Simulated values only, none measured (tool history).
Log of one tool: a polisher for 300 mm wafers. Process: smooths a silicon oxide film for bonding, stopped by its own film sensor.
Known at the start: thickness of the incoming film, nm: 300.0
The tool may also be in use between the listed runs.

run    day  flow of slurry (ml/min)  pressure of the wafer on the pad (kPa)  speed of the pad under the wafer (cm/s)  abrasive content of the slurry  target thickness at which the film sensor stops the polish (Å)  time until the film sensor stopped the polish (s)
  1      0                      200                                    14.5                                       96                               1                                                            2710                                             41.474
  2  0.171                      200                                    12.4                                       96                               1                                                            2710                                             45.326
  3  0.212                      200                                    13.8                                       98                               1                                                            2710                                             41.706
  4  0.254                      200                                    13.8                                       86                               1                                                            2710                                             46.717
  5  0.538                      200                                    13.8                                       64                               1                                                            2710                                             57.783
  6  0.892                      200                                    13.8                                       64                            1.15                                                            2710                                             53.905

The next listed run, before its measurement:
  7  1.042                      200                                    15.9                                       66                            1.15                                                            2710                                                  ?

{"run 7": {"time until the film sensor stopped the polish (s)": 46.539}}

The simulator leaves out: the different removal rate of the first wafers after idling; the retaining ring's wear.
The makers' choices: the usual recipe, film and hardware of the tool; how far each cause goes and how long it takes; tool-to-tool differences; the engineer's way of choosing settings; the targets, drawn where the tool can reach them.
